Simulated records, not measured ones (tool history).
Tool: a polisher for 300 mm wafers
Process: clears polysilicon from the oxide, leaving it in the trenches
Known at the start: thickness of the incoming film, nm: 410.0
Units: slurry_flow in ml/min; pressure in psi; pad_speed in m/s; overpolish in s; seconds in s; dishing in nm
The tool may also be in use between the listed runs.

run 1 hour=0.0 | slurry_flow=155 pressure=2.2 pad_speed=1.28 overpolish=13 | seconds=30.386 dishing=66.129
run 2 hour=3.9 | slurry_flow=160 pressure=2.5 pad_speed=1.30 overpolish=10 | seconds=26.127 dishing=62.451
run 3 hour=4.8 | slurry_flow=175 pressure=2.8 pad_speed=1.28 overpolish=8 | seconds=23.989 dishing=62.430
run 4 hour=9.4 | slurry_flow=190 pressure=2.8 pad_speed=1.28 overpolish=8 | seconds=23.008 dishing=62.526
run 5 hour=13.4 | slurry_flow=180 pressure=3.0 pad_speed=1.28 overpolish=7 | seconds=21.505 dishing=62.723
run 6 hour=14.0 | slurry_flow=180 pressure=3.0 pad_speed=1.28 overpolish=4 | seconds=21.496 dishing=51.441
run 7 hour=19.7 | slurry_flow=180 pressure=3.1 pad_speed=1.30 overpolish=4 | seconds=20.707 dishing=50.604

Forecast run 8:
run 8 hour=22.3 | slurry_flow=185 pressure=3.2 pad_speed=1.30 overpolish=4 | seconds=? dishing=?

seconds: 19.552 s
dishing: 52.516 nm
